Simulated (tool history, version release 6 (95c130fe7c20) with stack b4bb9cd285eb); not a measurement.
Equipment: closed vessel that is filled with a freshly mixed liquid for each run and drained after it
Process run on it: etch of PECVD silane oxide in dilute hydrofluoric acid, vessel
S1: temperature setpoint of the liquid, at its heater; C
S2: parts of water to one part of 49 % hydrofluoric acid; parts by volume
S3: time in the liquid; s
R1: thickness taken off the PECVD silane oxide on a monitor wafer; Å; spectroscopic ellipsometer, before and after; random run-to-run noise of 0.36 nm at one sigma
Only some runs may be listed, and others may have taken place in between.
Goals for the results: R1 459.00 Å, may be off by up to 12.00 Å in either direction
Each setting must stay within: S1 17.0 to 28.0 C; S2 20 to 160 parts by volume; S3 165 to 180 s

run 1 hour=0.0 | S1=20.0 S2=90 S3=165 | R1=353.74
run 2 hour=2.2 | S1=17.0 S2=90 S3=165 | R1=311.08
run 3 hour=6.6 | S1=18.0 S2=90 S3=165 | R1=325.51
run 4 hour=10.1 | S1=19.0 S2=90 S3=165 | R1=336.74
run 5 hour=15.3 | S1=20.0 S2=90 S3=165 | R1=350.71
run 6 hour=19.4 | S1=21.0 S2=90 S3=165 | R1=367.14
run 7 hour=25.3 | S1=21.5 S2=90 S3=165 | R1=377.49
run 8 hour=28.1 | S1=22.0 S2=90 S3=165 | R1=383.89

Exactly one of the 5 candidate moves below puts every result within its allowed miss. Which one?
run A hour=30.9 | S1=24.5 S2=85 S3=165 | R1=?
run B hour=30.9 | S1=20.5 S2=75 S3=180 | R1=?
run C hour=30.9 | S1=26.5 S2=85 S3=165 | R1=?
run D hour=30.9 | S1=22.5 S2=80 S3=180 | R1=?
run E hour=30.9 | S1=23.0 S2=80 S3=180 | R1=?

move=A R1=453.32
move=B R1=482.06
move=C R1=490.62
move=D R1=487.77
move=E R1=497.79
A: in spec on every target
B: takes the result that was furthest off past its target
C: takes the result that was furthest off past its target
D: takes the result that was furthest off past its target
E: takes the result that was furthest off past its target
Answer: A
